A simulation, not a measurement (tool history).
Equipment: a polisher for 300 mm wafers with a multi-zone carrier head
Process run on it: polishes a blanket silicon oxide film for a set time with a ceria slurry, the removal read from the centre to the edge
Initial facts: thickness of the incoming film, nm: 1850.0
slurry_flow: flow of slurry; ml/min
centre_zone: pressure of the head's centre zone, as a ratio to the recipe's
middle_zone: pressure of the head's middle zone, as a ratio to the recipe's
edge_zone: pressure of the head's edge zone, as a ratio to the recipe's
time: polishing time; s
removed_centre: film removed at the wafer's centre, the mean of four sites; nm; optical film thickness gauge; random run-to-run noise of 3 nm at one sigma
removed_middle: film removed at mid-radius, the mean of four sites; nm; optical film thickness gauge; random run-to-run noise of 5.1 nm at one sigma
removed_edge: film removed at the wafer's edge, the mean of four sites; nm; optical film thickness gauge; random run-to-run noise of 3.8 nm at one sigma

{"run": 1, "day": 0.0, "slurry_flow": 130, "centre_zone": 1, "middle_zone": 1, "edge_zone": 1, "time": 78, "removed_centre": 543.37, "removed_middle": 516.17, "removed_edge": 554.07}
{"run": 2, "day": 0.117, "slurry_flow": 130, "centre_zone": 1, "middle_zone": 1, "edge_zone": 1, "time": 69, "removed_centre": 478.29, "removed_middle": 466.48, "removed_edge": 488.2}
{"run": 3, "day": 0.396, "slurry_flow": 125, "centre_zone": 0.97, "middle_zone": 0.99, "edge_zone": 1, "time": 68, "removed_centre": 451.43, "removed_middle": 442.61, "removed_edge": 486.65}
{"run": 4, "day": 0.6, "slurry_flow": 125, "centre_zone": 1.04, "middle_zone": 0.99, "edge_zone": 1, "time": 68, "removed_centre": 485.43, "removed_middle": 451.35, "removed_edge": 478.79}
{"run": 5, "day": 0.646, "slurry_flow": 120, "centre_zone": 1.01, "middle_zone": 0.99, "edge_zone": 1, "time": 67, "removed_centre": 460.53, "removed_middle": 428.87, "removed_edge": 460.44}
{"run": 6, "day": 0.879, "slurry_flow": 120, "centre_zone": 1.01, "middle_zone": 0.99, "edge_zone": 1, "time": 49, "removed_centre": 330.18, "removed_middle": 311.15, "removed_edge": 340.24}
{"run": 7, "day": 1.133, "slurry_flow": 125, "centre_zone": 0.99, "middle_zone": 0.99, "edge_zone": 1.02, "time": 49, "removed_centre": 337.75, "removed_middle": 317.17, "removed_edge": 342.2}
{"run": 8, "day": 1.242, "slurry_flow": 120, "centre_zone": 0.97, "middle_zone": 0.99, "edge_zone": 1.02, "time": 51, "removed_centre": 340.15, "removed_middle": 327.13, "removed_edge": 356.97}

Estimate the outcome of run 9 from the log above:
{"run": 9, "day": 1.5, "slurry_flow": 120, "centre_zone": 0.87, "middle_zone": 1, "edge_zone": 1.12, "time": 56, "removed_centre": "?", "removed_middle": "?", "removed_edge": "?"}

{"run 9": {"removed_centre": 326.6, "removed_middle": 357.59, "removed_edge": 403.02}}
